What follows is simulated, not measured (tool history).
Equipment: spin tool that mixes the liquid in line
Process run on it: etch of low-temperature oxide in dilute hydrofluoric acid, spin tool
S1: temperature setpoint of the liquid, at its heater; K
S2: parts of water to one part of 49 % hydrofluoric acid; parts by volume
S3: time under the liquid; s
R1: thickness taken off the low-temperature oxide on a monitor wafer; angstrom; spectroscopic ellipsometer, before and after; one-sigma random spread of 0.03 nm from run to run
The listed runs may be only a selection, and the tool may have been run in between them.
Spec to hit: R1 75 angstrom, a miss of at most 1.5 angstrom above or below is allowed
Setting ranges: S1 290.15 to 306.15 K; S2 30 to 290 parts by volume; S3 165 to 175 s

run	hour	S1	S2	S3	R1
1	0	298.15	160	165	104.14
2	2.4	298.15	115	165	154.14
3	6.5	298.15	115	165	154.35
4	10.1	298.15	70	165	268.96
5	19	298.15	95	165	191.28
6	25.1	296.65	110	165	153.52
7	29.2	295.15	120	165	130.71
8	32.4	294.15	125	165	119.58
9	40.3	293.15	130	165	110.58
10	45.3	293.15	130	165	110.75
11	49.1	292.65	135	165	102.88

Which one of the following 4 next-run settings gets every result inside its allowed miss? There is exactly one.
A	52.9	290.65	165	165	?
B	52.9	291.65	115	175	?
C	52.9	291.65	110	175	?
D	52.9	290.15	105	170	?

move	R1
A	75.943
B	126.6
C	133.05
D	127.86
A: every result within its allowed miss
B: moves away from the targets compared with the last run
C: moves away from the targets compared with the last run
D: moves away from the targets compared with the last run
The move that meets every target is A.
